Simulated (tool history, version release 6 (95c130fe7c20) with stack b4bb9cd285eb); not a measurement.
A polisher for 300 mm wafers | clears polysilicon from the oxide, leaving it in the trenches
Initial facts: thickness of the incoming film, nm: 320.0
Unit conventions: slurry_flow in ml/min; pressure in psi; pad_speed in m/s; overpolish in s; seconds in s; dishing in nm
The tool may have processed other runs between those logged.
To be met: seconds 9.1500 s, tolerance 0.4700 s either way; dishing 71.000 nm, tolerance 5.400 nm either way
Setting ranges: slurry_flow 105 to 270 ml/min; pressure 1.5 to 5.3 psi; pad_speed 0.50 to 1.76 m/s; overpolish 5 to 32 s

run 1 hour=0.0 | slurry_flow=175 pressure=3.4 pad_speed=1.12 overpolish=16 | seconds=16.2140 dishing=71.668
run 2 hour=2.3 | slurry_flow=195 pressure=3.4 pad_speed=1.12 overpolish=16 | seconds=16.0280 dishing=70.552
run 3 hour=6.6 | slurry_flow=195 pressure=3.0 pad_speed=1.12 overpolish=16 | seconds=18.4850 dishing=69.461
run 4 hour=10.0 | slurry_flow=195 pressure=3.6 pad_speed=1.12 overpolish=16 | seconds=15.2640 dishing=71.080
run 5 hour=18.4 | slurry_flow=225 pressure=3.6 pad_speed=1.12 overpolish=16 | seconds=14.9650 dishing=70.263
run 6 hour=26.7 | slurry_flow=230 pressure=3.9 pad_speed=1.12 overpolish=15 | seconds=13.5960 dishing=71.271
run 7 hour=31.8 | slurry_flow=235 pressure=4.1 pad_speed=1.12 overpolish=13 | seconds=13.2850 dishing=67.887
run 8 hour=34.0 | slurry_flow=235 pressure=4.3 pad_speed=1.14 overpolish=13 | seconds=12.2910 dishing=69.653
run 9 hour=40.5 | slurry_flow=235 pressure=4.5 pad_speed=1.14 overpolish=13 | seconds=11.6920 dishing=72.045
run 10 hour=41.8 | slurry_flow=240 pressure=5.2 pad_speed=1.24 overpolish=5 | seconds=9.7016 dishing=60.047

4 candidate next runs follow, results not yet known. Just one meets every target within its allowed miss. Identify it.
run A hour=43.1 | slurry_flow=250 pressure=5.0 pad_speed=1.20 overpolish=9 | seconds=? dishing=?
run B hour=43.1 | slurry_flow=225 pressure=5.1 pad_speed=1.20 overpolish=6 | seconds=? dishing=?
run C hour=43.1 | slurry_flow=250 pressure=4.6 pad_speed=1.26 overpolish=10 | seconds=? dishing=?
run D hour=43.1 | slurry_flow=270 pressure=5.3 pad_speed=1.24 overpolish=20 | seconds=? dishing=?

move=A seconds=10.0390 dishing=68.105
move=B seconds=9.9613 dishing=63.142
move=C seconds=10.4300 dishing=68.620
move=D seconds=9.1374 dishing=70.567
A: puts the biggest miss on target and leaves a different result outside tolerance
B: moves toward the targets from the last run without getting all of them in spec
C: puts the biggest miss on target and leaves a different result outside tolerance
D: meets every target
So the answer is move D, the one that meets all the targets.
